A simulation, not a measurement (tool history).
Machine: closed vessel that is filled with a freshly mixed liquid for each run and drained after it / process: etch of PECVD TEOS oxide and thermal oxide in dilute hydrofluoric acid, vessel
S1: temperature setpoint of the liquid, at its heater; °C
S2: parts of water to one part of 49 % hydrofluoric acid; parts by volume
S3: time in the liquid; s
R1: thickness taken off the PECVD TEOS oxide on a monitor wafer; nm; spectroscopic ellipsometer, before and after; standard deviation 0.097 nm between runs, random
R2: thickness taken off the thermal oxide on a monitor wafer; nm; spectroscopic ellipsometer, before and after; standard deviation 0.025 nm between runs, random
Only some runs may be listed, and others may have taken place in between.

{"run": 1, "hour": 0.0, "S1": 24, "S2": 70, "S3": 60, "R1": 14.948, "R2": 4.8347}
{"run": 2, "hour": 6.2, "S1": 24, "S2": 70, "S3": 80, "R1": 20.121, "R2": 6.4097}
{"run": 3, "hour": 11.7, "S1": 22, "S2": 75, "S3": 80, "R1": 17.099, "R2": 5.4854}
{"run": 4, "hour": 16.7, "S1": 22, "S2": 75, "S3": 60, "R1": 12.918, "R2": 4.1082}
{"run": 5, "hour": 17.8, "S1": 21.5, "S2": 75, "S3": 60, "R1": 12.533, "R2": 4.0889}
{"run": 6, "hour": 24.6, "S1": 21.5, "S2": 75, "S3": 80, "R1": 16.736, "R2": 5.4163}
{"run": 7, "hour": 30.9, "S1": 20, "S2": 80, "S3": 80, "R1": 14.744, "R2": 4.7074}
{"run": 8, "hour": 40.2, "S1": 19, "S2": 80, "S3": 80, "R1": 14.277, "R2": 4.5873}

Run 9 is up next; what results do you expect?
{"run": 9, "hour": 42.9, "S1": 18.5, "S2": 80, "S3": 80, "R1": "?", "R2": "?"}

Run 9 yielded R1 13.773 nm, R2 4.4505 nm.

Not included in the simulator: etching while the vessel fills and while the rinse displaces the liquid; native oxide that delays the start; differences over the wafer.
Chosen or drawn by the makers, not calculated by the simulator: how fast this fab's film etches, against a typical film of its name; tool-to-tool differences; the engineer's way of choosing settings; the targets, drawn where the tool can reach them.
